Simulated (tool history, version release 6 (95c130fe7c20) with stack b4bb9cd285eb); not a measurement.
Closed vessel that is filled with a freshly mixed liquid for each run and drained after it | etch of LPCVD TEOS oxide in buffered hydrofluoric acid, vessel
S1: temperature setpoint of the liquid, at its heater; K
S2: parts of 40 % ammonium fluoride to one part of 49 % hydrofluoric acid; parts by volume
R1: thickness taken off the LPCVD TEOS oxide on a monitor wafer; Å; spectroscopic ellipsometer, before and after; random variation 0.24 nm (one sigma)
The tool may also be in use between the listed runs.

run 1 hour=0.0 | S1=296.15 S2=18.5 time_in_the_liquid_(s)=30 | R1=237.47
run 2 hour=2.6 | S1=296.15 S2=18.5 time_in_the_liquid_(s)=30 | R1=240.88
run 3 hour=5.1 | S1=296.15 S2=16.0 time_in_the_liquid_(s)=30 | R1=277.44
run 4 hour=9.7 | S1=296.15 S2=14.0 time_in_the_liquid_(s)=30 | R1=317.51
run 5 hour=15.0 | S1=293.15 S2=14.0 time_in_the_liquid_(s)=30 | R1=270.79
run 6 hour=18.7 | S1=293.15 S2=14.0 time_in_the_liquid_(s)=30 | R1=269.76

Run 7 comes next. What will it give?
run 7 hour=20.8 | S1=294.15 S2=14.0 time_in_the_liquid_(s)=30 | R1=?

R1: 284.11 Å

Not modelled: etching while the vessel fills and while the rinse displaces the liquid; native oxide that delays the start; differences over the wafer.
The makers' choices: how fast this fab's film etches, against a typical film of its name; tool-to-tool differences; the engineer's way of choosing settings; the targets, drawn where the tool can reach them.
